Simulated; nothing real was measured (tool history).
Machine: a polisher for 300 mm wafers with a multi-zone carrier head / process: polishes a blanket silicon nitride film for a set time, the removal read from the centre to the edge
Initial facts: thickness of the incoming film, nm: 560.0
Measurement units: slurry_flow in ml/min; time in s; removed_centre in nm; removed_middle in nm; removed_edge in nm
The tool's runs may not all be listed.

Run 1, hour 0: slurry_flow 240 ml/min, centre_zone 1, middle_zone 1, edge_zone 1, time 59 s. Result: removed_centre 165.58 nm, removed_middle 168.28 nm, removed_edge 163.08 nm.
Run 2, hour 4.8: slurry_flow 240 ml/min, centre_zone 0.93, middle_zone 1, edge_zone 1, time 59 s. Result: removed_centre 158.09 nm, removed_middle 164.15 nm, removed_edge 163.63 nm.
Run 3, hour 10: slurry_flow 210 ml/min, centre_zone 0.93, middle_zone 1, edge_zone 1, time 59 s. Result: removed_centre 151.67 nm, removed_middle 163.51 nm, removed_edge 160.41 nm.
Run 4, hour 15.6: slurry_flow 210 ml/min, centre_zone 0.86, middle_zone 1, edge_zone 1, time 59 s. Result: removed_centre 144.35 nm, removed_middle 160.13 nm, removed_edge 159.97 nm.
Run 5, hour 19.3: slurry_flow 210 ml/min, centre_zone 0.86, middle_zone 1, edge_zone 0.95, time 59 s. Result: removed_centre 143.75 nm, removed_middle 164.85 nm, removed_edge 158.23 nm.
Run 6, hour 26.8: slurry_flow 210 ml/min, centre_zone 0.94, middle_zone 1, edge_zone 0.95, time 59 s. Result: removed_centre 152.12 nm, removed_middle 160.81 nm, removed_edge 160.08 nm.
Run 7, hour 28.8: slurry_flow 270 ml/min, centre_zone 1.04, middle_zone 1.1, edge_zone 1.05, time 76 s. Result: removed_centre 221.37 nm, removed_middle 231.86 nm, removed_edge 214.84 nm.
Run 8, hour 29.5: slurry_flow 270 ml/min, centre_zone 1.03, middle_zone 1.1, edge_zone 1.06, time 76 s. Result: removed_centre 228.4 nm, removed_middle 233.68 nm, removed_edge 217.73 nm.
Run 9, hour 30.6: slurry_flow 270 ml/min, centre_zone 1.03, middle_zone 1.1, edge_zone 1.06, time 76 s. Result: removed_centre 220.05 nm, removed_middle 234.28 nm, removed_edge 213.7 nm.
Run 10, hour 34.6: slurry_flow 270 ml/min, centre_zone 1.02, middle_zone 1.1, edge_zone 1.07, time 77 s. Result: removed_centre 219.35 nm, removed_middle 231.53 nm, removed_edge 223.92 nm.
Run 11, hour 40.2: slurry_flow 270 ml/min, centre_zone 1.02, middle_zone 1.11, edge_zone 1.07, time 77 s. Result: removed_centre 225.54 nm, removed_middle 238.19 nm, removed_edge 221.03 nm.
Run 12, hour 48.1: slurry_flow 270 ml/min, centre_zone 1.01, middle_zone 1.11, edge_zone 1.07, time 77 s. Result: removed_centre 219.95 nm, removed_middle 235.72 nm, removed_edge 219.94 nm.
Run 13, hour 53.1: slurry_flow 270 ml/min, centre_zone 1.01, middle_zone 1.11, edge_zone 1.07, time 77 s. Result: removed_centre 223.11 nm, removed_middle 240.21 nm, removed_edge 216.78 nm.
Run 14, hour 55.5: slurry_flow 265 ml/min, centre_zone 1, middle_zone 1.11, edge_zone 1.08, time 77 s. Result: removed_centre 219.46 nm, removed_middle 235.04 nm, removed_edge 216.65 nm.
Run 15, hour 58.5: slurry_flow 265 ml/min, centre_zone 1, middle_zone 1.11, edge_zone 1.08, time 77 s. Result: removed_centre 217.82 nm, removed_middle 237.8 nm, removed_edge 213.24 nm.
Run 16, hour 60.1: slurry_flow 270 ml/min, centre_zone 0.99, middle_zone 1.11, edge_zone 1.07, time 77 s. Result: removed_centre 217.87 nm, removed_middle 240.63 nm, removed_edge 220.72 nm.

Expected results for the next run?
Run 17, hour 65.2: slurry_flow 275 ml/min, centre_zone 0.99, middle_zone 1.11, edge_zone 1.07, time 77 s. Result: removed_centre ?, removed_middle ?, removed_edge ?.

Run 17 measured removed_centre 219.97 nm, removed_middle 243.08 nm, removed_edge 220.72 nm.

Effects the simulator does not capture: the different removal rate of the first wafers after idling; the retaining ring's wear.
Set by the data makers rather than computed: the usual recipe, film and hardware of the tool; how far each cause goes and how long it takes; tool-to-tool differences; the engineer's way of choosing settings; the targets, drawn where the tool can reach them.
